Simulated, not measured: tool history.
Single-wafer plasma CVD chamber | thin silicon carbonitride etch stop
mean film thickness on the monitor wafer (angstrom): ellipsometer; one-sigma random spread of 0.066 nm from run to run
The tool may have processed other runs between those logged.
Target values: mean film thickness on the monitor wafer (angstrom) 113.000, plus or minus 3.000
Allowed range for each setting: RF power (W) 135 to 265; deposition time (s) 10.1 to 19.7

run	day	RF power (W)	deposition time (s)	mean film thickness on the monitor wafer (angstrom)
1	0.000	200	14.9	92.389
2	0.200	205	15.3	95.596
3	0.512	205	13.8	87.286
4	0.846	205	15.5	96.354
5	1.204	190	15.5	95.760
6	1.550	190	13.6	83.542
7	1.650	195	14.3	88.851
8	1.804	225	16.7	107.800
9	2.088	225	16.8	109.010
10	2.346	225	16.9	109.730

Next run, 5 choices. One meets every target within its allowed miss, the rest don't. Which?
A	2.604	235	16.2	?
B	2.604	225	16.6	?
C	2.604	190	17.4	?
D	2.604	230	17.4	?
E	2.604	215	16.1	?

move	mean film thickness on the monitor wafer (angstrom)
A	105.990
B	107.150
C	106.570
D	113.080
E	102.470
A: further off than the last run
B: further off than the last run
C: further off than the last run
D: all results land within tolerance of their targets
E: further off than the last run
Go with D: it meets all targets.
